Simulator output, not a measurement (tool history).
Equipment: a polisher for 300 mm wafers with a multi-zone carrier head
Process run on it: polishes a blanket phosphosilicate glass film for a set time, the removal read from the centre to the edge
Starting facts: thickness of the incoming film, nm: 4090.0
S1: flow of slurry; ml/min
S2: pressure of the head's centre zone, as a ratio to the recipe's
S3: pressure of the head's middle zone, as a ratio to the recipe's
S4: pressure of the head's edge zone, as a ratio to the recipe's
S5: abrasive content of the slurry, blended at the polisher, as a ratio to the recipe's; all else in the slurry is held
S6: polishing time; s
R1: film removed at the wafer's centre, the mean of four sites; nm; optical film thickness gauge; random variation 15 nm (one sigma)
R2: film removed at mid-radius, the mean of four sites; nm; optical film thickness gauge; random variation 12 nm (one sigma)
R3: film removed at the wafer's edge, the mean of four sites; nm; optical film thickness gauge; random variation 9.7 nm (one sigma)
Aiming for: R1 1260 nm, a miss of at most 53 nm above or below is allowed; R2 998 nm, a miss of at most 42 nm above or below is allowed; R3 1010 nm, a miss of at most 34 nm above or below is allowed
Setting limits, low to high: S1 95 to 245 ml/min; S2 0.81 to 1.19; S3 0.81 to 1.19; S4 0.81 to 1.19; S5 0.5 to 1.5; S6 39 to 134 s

run 1 hour=0 | S1=155 S2=1 S3=1 S4=1 S5=1 S6=86 | R1=879.92 R2=956.06 R3=902.48
run 2 hour=7.9 | S1=195 S2=1 S3=1 S4=1 S5=1 S6=86 | R1=908.43 R2=980.45 R3=940.71
run 3 hour=15 | S1=195 S2=1 S3=1 S4=1 S5=1 S6=106 | R1=1120.1 R2=1235 R3=1147.9
run 4 hour=22.5 | S1=195 S2=1 S3=1 S4=1 S5=0.8 S6=106 | R1=1037.8 R2=1118.5 R3=1042.7
run 5 hour=28.7 | S1=160 S2=1 S3=1 S4=1 S5=0.8 S6=106 | R1=979.25 R2=1058.2 R3=1018.1
run 6 hour=37.5 | S1=195 S2=1 S3=1 S4=1 S5=0.8 S6=106 | R1=1024.1 R2=1121.3 R3=1041.6
run 7 hour=45 | S1=195 S2=1 S3=1 S4=1 S5=0.8 S6=106 | R1=1031.1 R2=1115 R3=1054.4
run 8 hour=51.6 | S1=215 S2=1.1 S3=0.9 S4=0.92 S5=0.75 S6=106 | R1=1101.3 R2=1012.1 R3=992.55
run 9 hour=57.6 | S1=225 S2=1.13 S3=0.88 S4=0.9 S5=0.75 S6=106 | R1=1138.2 R2=986.1 R3=974.99
run 10 hour=60.5 | S1=230 S2=1.15 S3=0.87 S4=0.9 S5=0.75 S6=106 | R1=1189.7 R2=975.67 R3=979.19
run 11 hour=61.6 | S1=230 S2=1.16 S3=0.87 S4=0.91 S5=0.75 S6=106 | R1=1171.4 R2=984.21 R3=994.37
run 12 hour=62.7 | S1=230 S2=1.16 S3=0.87 S4=0.91 S5=0.75 S6=106 | R1=1176.2 R2=987.41 R3=1002
run 13 hour=66.7 | S1=235 S2=1.17 S3=0.86 S4=0.9 S5=0.75 S6=106 | R1=1181.8 R2=967.92 R3=997.05

Exercise: of the 5 proposed moves below, exactly one satisfies all targets within the stated allowed misses. Which move is it?
run A hour=70.7 | S1=245 S2=1.19 S3=0.87 S4=0.81 S5=0.7 S6=111 | R1=? R2=? R3=?
run B hour=70.7 | S1=235 S2=1.11 S3=0.91 S4=0.94 S5=0.7 S6=104 | R1=? R2=? R3=?
run C hour=70.7 | S1=245 S2=1.17 S3=0.84 S4=0.85 S5=0.6 S6=123 | R1=? R2=? R3=?
run D hour=70.7 | S1=245 S2=1.18 S3=0.82 S4=0.97 S5=0.75 S6=102 | R1=? R2=? R3=?
run E hour=70.7 | S1=235 S2=1.13 S3=0.81 S4=0.98 S5=0.75 S6=114 | R1=? R2=? R3=?

move=A R1=1242.2 R2=997.89 R3=963.96
move=B R1=1078.9 R2=965.64 R3=961.76
move=C R1=1251.4 R2=993.85 R3=1009.7
move=D R1=1170 R2=903.2 R3=995.13
move=E R1=1244.4 R2=994.49 R3=1113.5
A: meets the target for the result that was furthest off, but another lies outside its allowed miss
B: lands further from the targets than the last run did
C: every result within its allowed miss
D: lands further from the targets than the last run did
E: meets the target for the result that was furthest off, but another lies outside its allowed miss
Go with C: it meets all targets.

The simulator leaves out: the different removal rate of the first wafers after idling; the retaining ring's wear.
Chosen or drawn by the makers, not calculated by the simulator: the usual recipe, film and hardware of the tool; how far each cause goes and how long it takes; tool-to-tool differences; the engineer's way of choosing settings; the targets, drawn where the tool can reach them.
